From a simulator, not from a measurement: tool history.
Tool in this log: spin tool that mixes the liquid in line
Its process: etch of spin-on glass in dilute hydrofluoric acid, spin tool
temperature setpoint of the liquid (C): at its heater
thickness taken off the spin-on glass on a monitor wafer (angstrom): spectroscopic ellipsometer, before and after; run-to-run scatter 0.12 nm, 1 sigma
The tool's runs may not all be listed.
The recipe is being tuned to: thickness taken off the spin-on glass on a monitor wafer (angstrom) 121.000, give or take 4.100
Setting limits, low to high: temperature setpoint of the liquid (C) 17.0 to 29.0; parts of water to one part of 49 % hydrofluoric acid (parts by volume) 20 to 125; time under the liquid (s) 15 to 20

run	hour	temperature setpoint of the liquid (C)	parts of water to one part of 49 % hydrofluoric acid (parts by volume)	time under the liquid (s)	thickness taken off the spin-on glass on a monitor wafer (angstrom)
1	0.0	21.0	70	20	94.983
2	1.1	21.0	70	20	93.096
3	5.4	21.0	70	15	71.592
4	12.2	22.5	65	15	82.290
5	21.1	25.5	65	15	91.122
6	23.8	26.0	60	15	103.680
7	30.4	26.5	60	15	106.940
8	32.6	27.0	60	15	106.030
9	36.7	27.0	60	15	106.180
10	43.9	29.0	55	15	130.080

Next run, 4 choices. One meets every target within its allowed miss, the rest don't. Which?
A	51.1	24.0	45	15	?
B	51.1	28.0	45	15	?
C	51.1	28.0	55	15	?
D	51.1	28.5	60	15	?

move	thickness taken off the spin-on glass on a monitor wafer (angstrom)
A	129.980
B	152.950
C	123.320
D	114.470
A: as far off as the last run
B: moves away from the targets compared with the last run
C: each result inside its tolerance
D: takes the biggest miss from the last run beyond its target
Answer: C
